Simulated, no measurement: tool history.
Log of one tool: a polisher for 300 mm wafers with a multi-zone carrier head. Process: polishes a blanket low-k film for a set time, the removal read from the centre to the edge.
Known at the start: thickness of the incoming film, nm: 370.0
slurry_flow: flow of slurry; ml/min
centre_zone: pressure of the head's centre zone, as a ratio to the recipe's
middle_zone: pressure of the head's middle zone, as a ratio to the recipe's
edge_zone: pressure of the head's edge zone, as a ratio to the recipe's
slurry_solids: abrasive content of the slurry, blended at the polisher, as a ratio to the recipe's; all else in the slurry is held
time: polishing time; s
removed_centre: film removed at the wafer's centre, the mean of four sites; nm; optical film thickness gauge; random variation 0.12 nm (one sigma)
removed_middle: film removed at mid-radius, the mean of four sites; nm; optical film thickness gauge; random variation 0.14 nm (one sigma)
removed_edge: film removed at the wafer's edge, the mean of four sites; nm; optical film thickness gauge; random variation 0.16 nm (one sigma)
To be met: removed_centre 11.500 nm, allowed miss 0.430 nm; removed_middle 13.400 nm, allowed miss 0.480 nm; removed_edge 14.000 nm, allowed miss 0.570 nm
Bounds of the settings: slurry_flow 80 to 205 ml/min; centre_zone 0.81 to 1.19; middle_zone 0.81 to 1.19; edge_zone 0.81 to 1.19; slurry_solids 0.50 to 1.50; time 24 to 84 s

run,hour,slurry_flow,centre_zone,middle_zone,edge_zone,slurry_solids,time,removed_centre,removed_middle,removed_edge
1,0.0,135,1.00,1.00,1.00,1.00,54,13.949,14.166,14.171
2,3.5,135,0.96,1.00,1.00,1.00,54,13.505,14.354,14.112
3,9.1,135,0.96,1.00,1.00,1.00,68,16.920,17.523,17.875
4,11.9,135,0.96,1.00,1.00,1.20,68,18.114,19.129,19.184
5,19.2,135,0.96,1.00,1.07,1.20,68,18.006,18.847,19.503
6,26.9,135,0.89,1.00,1.07,1.20,68,16.913,18.948,19.866
7,29.2,130,0.88,1.00,1.05,1.00,67,14.900,17.643,17.975
8,33.9,105,0.87,0.90,0.95,0.75,65,12.275,13.380,14.480
9,34.9,100,0.86,0.91,0.94,0.75,65,12.286,13.496,14.082

Which of these 4 next moves meets every target?
A,35.9,110,0.87,0.94,0.90,0.80,64,?,?,?
B,35.9,85,0.91,0.97,0.95,0.65,69,?,?,?
C,35.9,110,0.90,0.89,0.86,0.90,63,?,?,?
D,35.9,85,0.81,0.91,0.87,0.80,66,?,?,?

move,removed_centre,removed_middle,removed_edge
A,12.873,13.898,14.603
B,12.579,13.436,14.322
C,13.694,13.655,14.751
D,11.568,13.187,14.300
A: further off than the last run
B: further off than the last run
C: further off than the last run
D: meets every target
Answer: D

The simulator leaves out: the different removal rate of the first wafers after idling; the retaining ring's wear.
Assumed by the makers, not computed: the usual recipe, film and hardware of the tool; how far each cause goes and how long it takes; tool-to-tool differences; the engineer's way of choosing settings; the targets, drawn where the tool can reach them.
